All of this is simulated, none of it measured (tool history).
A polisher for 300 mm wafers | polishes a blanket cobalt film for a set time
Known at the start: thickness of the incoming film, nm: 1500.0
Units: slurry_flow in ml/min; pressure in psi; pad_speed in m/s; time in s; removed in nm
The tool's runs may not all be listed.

{"run": 1, "day": 0.0, "slurry_flow": 235, "pressure": 2.2, "pad_speed": 0.98, "time": 113, "removed": 610.61}
{"run": 2, "day": 0.188, "slurry_flow": 235, "pressure": 2.4, "pad_speed": 0.98, "time": 113, "removed": 656.22}
{"run": 3, "day": 0.242, "slurry_flow": 235, "pressure": 2.4, "pad_speed": 0.98, "time": 113, "removed": 661.81}
{"run": 4, "day": 0.575, "slurry_flow": 200, "pressure": 2.4, "pad_speed": 0.98, "time": 113, "removed": 634.63}
{"run": 5, "day": 0.738, "slurry_flow": 220, "pressure": 2.6, "pad_speed": 0.98, "time": 113, "removed": 705.8}
{"run": 6, "day": 0.808, "slurry_flow": 220, "pressure": 2.1, "pad_speed": 0.98, "time": 113, "removed": 588.46}
{"run": 7, "day": 1.142, "slurry_flow": 225, "pressure": 2.7, "pad_speed": 1, "time": 113, "removed": 725.77}
{"run": 8, "day": 1.4, "slurry_flow": 230, "pressure": 2.9, "pad_speed": 1, "time": 113, "removed": 780.83}
{"day": 1.575, "done": "worn pad replaced by a new one"}
{"run": 9, "day": 1.575, "slurry_flow": 230, "pressure": 2.9, "pad_speed": 1, "time": 113, "removed": 847.69}

Run 10 comes next. What will it give?
{"run": 10, "day": 1.833, "slurry_flow": 240, "pressure": 2.9, "pad_speed": 1, "time": 113, "removed": "?"}

Run 10 gave removed 852.52 nm.
